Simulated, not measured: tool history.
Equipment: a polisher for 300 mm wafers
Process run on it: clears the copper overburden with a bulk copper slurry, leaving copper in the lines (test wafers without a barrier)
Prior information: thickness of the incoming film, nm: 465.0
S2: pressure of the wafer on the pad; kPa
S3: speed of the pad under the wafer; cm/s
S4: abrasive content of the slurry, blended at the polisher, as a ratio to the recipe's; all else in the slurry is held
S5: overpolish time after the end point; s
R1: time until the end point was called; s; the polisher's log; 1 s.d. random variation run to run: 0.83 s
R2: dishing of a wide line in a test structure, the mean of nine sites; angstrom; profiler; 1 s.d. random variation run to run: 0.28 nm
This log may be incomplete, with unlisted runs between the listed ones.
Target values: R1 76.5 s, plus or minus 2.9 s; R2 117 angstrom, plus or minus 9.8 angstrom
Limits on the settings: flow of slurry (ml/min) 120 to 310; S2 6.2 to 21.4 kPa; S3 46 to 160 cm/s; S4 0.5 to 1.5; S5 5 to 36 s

Run 1, day 0: flow of slurry (ml/min) 200, S2 13.8 kPa, S3 102 cm/s, S4 1, S5 18 s. Result: R1 62.401 s, R2 155.57 angstrom.
Run 2, day 0.367: flow of slurry (ml/min) 200, S2 13.8 kPa, S3 102 cm/s, S4 1, S5 23 s. Result: R1 62.461 s, R2 152.39 angstrom.
Run 3, day 0.421: flow of slurry (ml/min) 200, S2 13.8 kPa, S3 102 cm/s, S4 1, S5 17 s. Result: R1 63.065 s, R2 150.8 angstrom.
Run 4, day 0.717: flow of slurry (ml/min) 200, S2 13.8 kPa, S3 102 cm/s, S4 1, S5 14 s. Result: R1 62.381 s, R2 143.7 angstrom.
Run 5, day 1.012: flow of slurry (ml/min) 200, S2 13.1 kPa, S3 102 cm/s, S4 1, S5 12 s. Result: R1 65.837 s, R2 149.16 angstrom.
Run 6, day 1.283: flow of slurry (ml/min) 200, S2 13.1 kPa, S3 98 cm/s, S4 1, S5 10 s. Result: R1 68.829 s, R2 140.84 angstrom.
Run 7, day 1.396: flow of slurry (ml/min) 210, S2 13.1 kPa, S3 94 cm/s, S4 1.1, S5 9 s. Result: R1 68.581 s, R2 142.13 angstrom.
Run 8, day 1.771: flow of slurry (ml/min) 175, S2 13.1 kPa, S3 106 cm/s, S4 0.85, S5 5 s. Result: R1 66.938 s, R2 123.3 angstrom.

Which single option among these 4 for the next run brings every result within its allowed miss of target? Just one does.
Run A, day 2.146: flow of slurry (ml/min) 195, S2 12.4 kPa, S3 98 cm/s, S4 0.5, S5 10 s. Result: R1 ?, R2 ?.
Run B, day 2.146: flow of slurry (ml/min) 140, S2 13.1 kPa, S3 90 cm/s, S4 0.75, S5 5 s. Result: R1 ?, R2 ?.
Run C, day 2.146: flow of slurry (ml/min) 120, S2 13.8 kPa, S3 96 cm/s, S4 0.75, S5 5 s. Result: R1 ?, R2 ?.
Run D, day 2.146: flow of slurry (ml/min) 200, S2 12.4 kPa, S3 96 cm/s, S4 0.85, S5 10 s. Result: R1 ?, R2 ?.

move      R1      R2
   A   82.97  140.85
   B  82.568  112.77
   C  77.264  116.39
   D  75.304  143.21
A: the result that was furthest off in the last run now lies on the other side of its target
B: the result that was furthest off in the last run now lies on the other side of its target
C: every result lands within tolerance
D: brings the last run's worst result on target, with another outside its allowed miss
Correct choice: C, which meets every target
